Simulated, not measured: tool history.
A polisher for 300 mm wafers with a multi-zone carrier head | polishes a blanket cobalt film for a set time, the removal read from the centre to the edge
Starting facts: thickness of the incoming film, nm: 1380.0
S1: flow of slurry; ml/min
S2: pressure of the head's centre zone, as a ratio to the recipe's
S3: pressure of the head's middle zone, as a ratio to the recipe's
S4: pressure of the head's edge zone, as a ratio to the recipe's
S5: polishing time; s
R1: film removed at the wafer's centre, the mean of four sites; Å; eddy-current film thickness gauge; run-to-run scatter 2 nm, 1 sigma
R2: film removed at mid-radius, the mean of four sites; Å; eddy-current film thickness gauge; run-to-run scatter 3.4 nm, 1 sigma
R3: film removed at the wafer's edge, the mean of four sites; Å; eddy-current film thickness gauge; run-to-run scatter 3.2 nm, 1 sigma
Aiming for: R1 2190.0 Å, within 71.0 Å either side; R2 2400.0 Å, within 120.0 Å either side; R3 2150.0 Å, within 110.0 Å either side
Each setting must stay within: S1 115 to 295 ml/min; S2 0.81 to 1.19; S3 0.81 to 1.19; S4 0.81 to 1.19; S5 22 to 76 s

{"run": 1, "hour": 0.0, "S1": 190, "S2": 1.0, "S3": 1.0, "S4": 1.0, "S5": 49, "R1": 4375.6, "R2": 4257.6, "R3": 4055.6}
{"run": 2, "hour": 1.5, "S1": 190, "S2": 1.0, "S3": 0.94, "S4": 1.0, "S5": 49, "R1": 4296.1, "R2": 4068.9, "R3": 4057.5}
{"run": 3, "hour": 8.2, "S1": 190, "S2": 0.95, "S3": 0.94, "S4": 1.0, "S5": 49, "R1": 4019.4, "R2": 4042.8, "R3": 4103.8}
{"run": 4, "hour": 12.9, "S1": 190, "S2": 0.98, "S3": 0.94, "S4": 1.0, "S5": 49, "R1": 4167.3, "R2": 3939.6, "R3": 4099.8}
{"run": 5, "hour": 13.9, "S1": 215, "S2": 0.98, "S3": 0.94, "S4": 1.0, "S5": 49, "R1": 4312.1, "R2": 4126.4, "R3": 4110.7}
{"run": 6, "hour": 20.3, "S1": 215, "S2": 0.98, "S3": 0.94, "S4": 1.05, "S5": 49, "R1": 4267.1, "R2": 4064.4, "R3": 4195.9}
{"hour": 21.8, "done": "edge zone pressure recalibrated"}
{"run": 7, "hour": 21.8, "S1": 165, "S2": 0.88, "S3": 0.97, "S4": 0.95, "S5": 35, "R1": 2671.4, "R2": 2854.3, "R3": 2900.3}
{"run": 8, "hour": 27.2, "S1": 170, "S2": 0.88, "S3": 0.99, "S4": 0.92, "S5": 32, "R1": 2416.3, "R2": 2675.1, "R3": 2564.5}
{"run": 9, "hour": 29.9, "S1": 170, "S2": 0.89, "S3": 0.99, "S4": 0.9, "S5": 31, "R1": 2370.2, "R2": 2641.4, "R3": 2540.4}
{"run": 10, "hour": 36.1, "S1": 175, "S2": 0.91, "S3": 1.0, "S4": 0.88, "S5": 29, "R1": 2301.9, "R2": 2419.7, "R3": 2349.0}
{"run": 11, "hour": 39.3, "S1": 175, "S2": 0.91, "S3": 1.02, "S4": 0.86, "S5": 29, "R1": 2277.9, "R2": 2507.3, "R3": 2263.5}
{"run": 12, "hour": 45.1, "S1": 170, "S2": 0.91, "S3": 1.02, "S4": 0.85, "S5": 29, "R1": 2270.3, "R2": 2501.1, "R3": 2256.9}
{"run": 13, "hour": 52.3, "S1": 170, "S2": 0.91, "S3": 1.02, "S4": 0.84, "S5": 29, "R1": 2264.0, "R2": 2497.9, "R3": 2279.2}

Exercise: of the 5 proposed moves below, exactly one satisfies all targets within the stated allowed misses. Which move is it?
{"run": "A", "hour": 59.5, "S1": 170, "S2": 0.88, "S3": 1.04, "S4": 0.92, "S5": 31, "R1": "?", "R2": "?", "R3": "?"}
{"run": "B", "hour": 59.5, "S1": 170, "S2": 0.85, "S3": 0.99, "S4": 0.84, "S5": 31, "R1": "?", "R2": "?", "R3": "?"}
{"run": "C", "hour": 59.5, "S1": 135, "S2": 0.81, "S3": 0.94, "S4": 0.81, "S5": 32, "R1": "?", "R2": "?", "R3": "?"}
{"run": "D", "hour": 59.5, "S1": 175, "S2": 0.93, "S3": 1.05, "S4": 0.85, "S5": 27, "R1": "?", "R2": "?", "R3": "?"}
{"run": "E", "hour": 59.5, "S1": 155, "S2": 0.89, "S3": 1.07, "S4": 0.86, "S5": 31, "R1": "?", "R2": "?", "R3": "?"}

move=A R1=2324.3 R2=2655.5 R3=2582.7
move=B R1=2251.2 R2=2547.7 R3=2481.4
move=C R1=2100.2 R2=2394.2 R3=2433.2
move=D R1=2142.5 R2=2344.1 R3=2179.4
move=E R1=2300.3 R2=2670.5 R3=2471.0
A: further off than the last run
B: further off than the last run
C: further off than the last run
D: all results in spec
E: further off than the last run
Correct choice: D, which meets every target
